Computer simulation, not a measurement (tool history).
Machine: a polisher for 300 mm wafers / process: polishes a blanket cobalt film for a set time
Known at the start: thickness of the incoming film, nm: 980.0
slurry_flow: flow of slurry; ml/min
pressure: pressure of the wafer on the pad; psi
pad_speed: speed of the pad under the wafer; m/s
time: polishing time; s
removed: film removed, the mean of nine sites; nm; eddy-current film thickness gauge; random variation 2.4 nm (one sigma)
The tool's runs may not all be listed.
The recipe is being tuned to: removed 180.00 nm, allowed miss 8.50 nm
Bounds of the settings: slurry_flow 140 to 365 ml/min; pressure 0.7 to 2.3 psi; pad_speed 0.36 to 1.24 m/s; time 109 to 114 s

run	hour	slurry_flow	pressure	pad_speed	time	removed
1	0.0	235	1.5	0.80	109	267.51
2	4.1	265	1.5	0.80	109	276.32
3	5.1	260	1.3	0.80	109	237.30
4	10.4	260	1.3	0.90	109	268.77
5	17.4	260	1.3	1.06	109	297.91
6	25.9	225	1.3	1.06	109	293.04
7	33.2	220	1.1	1.04	109	252.11
8	38.5	215	0.7	0.96	109	149.23

Consider the 5 candidate settings below. Which is the only one whose results all fall within their allowed miss of target?
A	43.8	220	0.7	1.04	113	?
B	43.8	190	0.8	0.88	114	?
C	43.8	265	0.8	1.18	112	?
D	43.8	190	0.8	0.92	111	?
E	43.8	220	0.8	1.00	112	?

move	removed
A	166.00
B	160.81
C	213.33
D	162.68
E	180.28
A: an improvement on the last run, though not all results are within tolerance
B: an improvement on the last run, though not all results are within tolerance
C: takes the result that was furthest off past its target
D: an improvement on the last run, though not all results are within tolerance
E: hits every target within its allowed miss
Answer: E
